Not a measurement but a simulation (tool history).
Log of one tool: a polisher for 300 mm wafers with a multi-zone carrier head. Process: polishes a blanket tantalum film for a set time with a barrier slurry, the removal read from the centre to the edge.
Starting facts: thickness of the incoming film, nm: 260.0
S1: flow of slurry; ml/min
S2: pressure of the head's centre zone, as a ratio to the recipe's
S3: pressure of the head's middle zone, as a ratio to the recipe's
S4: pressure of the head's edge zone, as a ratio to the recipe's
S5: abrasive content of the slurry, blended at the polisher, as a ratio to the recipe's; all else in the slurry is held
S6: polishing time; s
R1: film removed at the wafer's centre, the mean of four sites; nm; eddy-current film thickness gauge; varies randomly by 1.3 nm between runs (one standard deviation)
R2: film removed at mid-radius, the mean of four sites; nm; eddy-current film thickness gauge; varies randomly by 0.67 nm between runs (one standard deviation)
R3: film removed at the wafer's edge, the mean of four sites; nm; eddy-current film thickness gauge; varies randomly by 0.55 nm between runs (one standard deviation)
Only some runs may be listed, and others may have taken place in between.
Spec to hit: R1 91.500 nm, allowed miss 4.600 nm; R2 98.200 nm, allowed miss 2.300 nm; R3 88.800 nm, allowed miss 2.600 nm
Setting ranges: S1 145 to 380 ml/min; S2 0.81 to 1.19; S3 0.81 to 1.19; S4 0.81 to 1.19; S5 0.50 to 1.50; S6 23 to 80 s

Run 1, day 0.000: S1 245 ml/min, S2 1.00, S3 1.00, S4 1.00, S5 1.00, S6 51 s. Result: R1 68.705 nm, R2 73.838 nm, R3 73.743 nm.
Run 2, day 0.179: S1 255 ml/min, S2 1.02, S3 1.02, S4 1.02, S5 1.05, S6 51 s. Result: R1 73.462 nm, R2 77.038 nm, R3 75.659 nm.
Run 3, day 0.400: S1 295 ml/min, S2 1.02, S3 1.02, S4 1.02, S5 1.05, S6 51 s. Result: R1 73.695 nm, R2 78.040 nm, R3 75.842 nm.
Run 4, day 0.517: S1 295 ml/min, S2 0.99, S3 1.02, S4 1.02, S5 1.05, S6 51 s. Result: R1 71.254 nm, R2 76.758 nm, R3 76.324 nm.
Run 5, day 0.879: S1 295 ml/min, S2 1.00, S3 1.04, S4 1.03, S5 1.10, S6 51 s. Result: R1 72.057 nm, R2 80.798 nm, R3 77.779 nm.
Run 6, day 1.017: S1 295 ml/min, S2 1.00, S3 1.04, S4 1.09, S5 1.10, S6 51 s. Result: R1 74.265 nm, R2 79.869 nm, R3 79.608 nm.
Run 7, day 1.054: S1 295 ml/min, S2 1.01, S3 1.05, S4 1.10, S5 1.15, S6 51 s. Result: R1 76.063 nm, R2 81.548 nm, R3 80.872 nm.
At day 1.408: centre zone pressure recalibrated.
Run 8, day 1.408: S1 295 ml/min, S2 1.02, S3 1.06, S4 1.11, S5 1.20, S6 51 s. Result: R1 79.426 nm, R2 83.546 nm, R3 82.943 nm.

Exactly one of the 5 candidate moves below puts every result within its allowed miss. Which one?
Run A, day 1.762: S1 210 ml/min, S2 1.17, S3 0.90, S4 1.19, S5 1.10, S6 57 s. Result: R1 ?, R2 ?, R3 ?.
Run B, day 1.762: S1 305 ml/min, S2 0.97, S3 1.19, S4 1.07, S5 1.50, S6 52 s. Result: R1 ?, R2 ?, R3 ?.
Run C, day 1.762: S1 280 ml/min, S2 0.95, S3 0.93, S4 1.17, S5 1.30, S6 50 s. Result: R1 ?, R2 ?, R3 ?.
Run D, day 1.762: S1 220 ml/min, S2 0.91, S3 1.19, S4 1.05, S5 1.15, S6 53 s. Result: R1 ?, R2 ?, R3 ?.
Run E, day 1.762: S1 250 ml/min, S2 0.99, S3 1.08, S4 0.97, S5 1.35, S6 58 s. Result: R1 ?, R2 ?, R3 ?.

move       R1      R2      R3
   A  100.290  76.758  90.400
   B   85.517  99.708  86.496
   C   77.089  74.618  84.004
   D   73.883  92.218  79.852
   E   93.033  98.029  88.646
A: its largest miss is bigger than the last run's
B: gets the furthest-off result to its target, but another result is out of tolerance
C: its largest miss is bigger than the last run's
D: nearer than the last run, and not there yet
E: meets every target
Correct choice: E, which meets every target
